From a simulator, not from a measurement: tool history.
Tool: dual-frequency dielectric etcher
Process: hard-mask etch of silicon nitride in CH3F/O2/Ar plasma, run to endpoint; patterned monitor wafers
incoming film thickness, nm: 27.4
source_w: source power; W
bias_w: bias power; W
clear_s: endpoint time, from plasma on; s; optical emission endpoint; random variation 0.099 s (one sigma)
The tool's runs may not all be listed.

run  hour  source_w  bias_w  clear_s
  1   0.0       500      98   32.467
  2   7.9       500      81   34.308
  3   8.7       520      82   33.699
  4  13.0       540      83   33.141
  5  21.6       560      84   32.569
  6  29.8       500      84   33.998
  7  37.7       520      85   33.365
  8  42.8       540      86   32.841
  9  51.0       550      87   32.638

Forecast run 10:
 10  51.6       560      88        ?

clear_s: 32.075 s
